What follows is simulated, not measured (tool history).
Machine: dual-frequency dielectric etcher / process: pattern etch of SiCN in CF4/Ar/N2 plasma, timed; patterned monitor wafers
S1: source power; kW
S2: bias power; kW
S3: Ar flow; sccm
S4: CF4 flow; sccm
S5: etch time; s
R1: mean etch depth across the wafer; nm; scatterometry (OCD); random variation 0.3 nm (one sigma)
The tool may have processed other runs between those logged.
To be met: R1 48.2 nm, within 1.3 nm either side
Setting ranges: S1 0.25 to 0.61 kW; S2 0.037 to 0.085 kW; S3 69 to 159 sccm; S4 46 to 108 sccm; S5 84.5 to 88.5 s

| run | hour | S1 | S2 | S3 | S4 | S5 | R1 |
|---|---|---|---|---|---|---|---|
| 1 | 0 | 0.43 | 0.061 | 114 | 77 | 84.5 | 60.387 |
| 2 | 1.3 | 0.42 | 0.061 | 114 | 77 | 84.5 | 59.609 |
| 3 | 5.3 | 0.41 | 0.061 | 114 | 77 | 84.5 | 58.809 |
| 4 | 7.8 | 0.4 | 0.061 | 114 | 77 | 84.5 | 58.389 |
| 5 | 12 | 0.38 | 0.06 | 114 | 77 | 84.5 | 56.15 |
| 6 | 19.1 | 0.37 | 0.06 | 114 | 77 | 84.5 | 53.938 |
| 7 | 25.2 | 0.36 | 0.06 | 114 | 77 | 84.5 | 53.246 |
| 8 | 33 | 0.35 | 0.06 | 114 | 77 | 84.5 | 52.109 |
| 9 | 40.2 | 0.34 | 0.06 | 114 | 77 | 84.5 | 51.478 |

4 candidate next runs follow, results not yet known. Just one meets every target within its allowed miss. Identify it.
| A | 47.4 | 0.27 | 0.061 | 128 | 83 | 87 | ? |
| B | 47.4 | 0.31 | 0.062 | 139 | 63 | 88.5 | ? |
| C | 47.4 | 0.31 | 0.053 | 111 | 70 | 85.5 | ? |
| D | 47.4 | 0.27 | 0.059 | 135 | 91 | 86 | ? |

| move | R1 |
|---|---|
| A | 45.352 |
| B | 47.798 |
| C | 45.81 |
| D | 44.733 |
A: carries the result that was furthest off beyond its target, to the other side
B: all results land within tolerance of their targets
C: carries the result that was furthest off beyond its target, to the other side
D: carries the result that was furthest off beyond its target, to the other side
Answer: B

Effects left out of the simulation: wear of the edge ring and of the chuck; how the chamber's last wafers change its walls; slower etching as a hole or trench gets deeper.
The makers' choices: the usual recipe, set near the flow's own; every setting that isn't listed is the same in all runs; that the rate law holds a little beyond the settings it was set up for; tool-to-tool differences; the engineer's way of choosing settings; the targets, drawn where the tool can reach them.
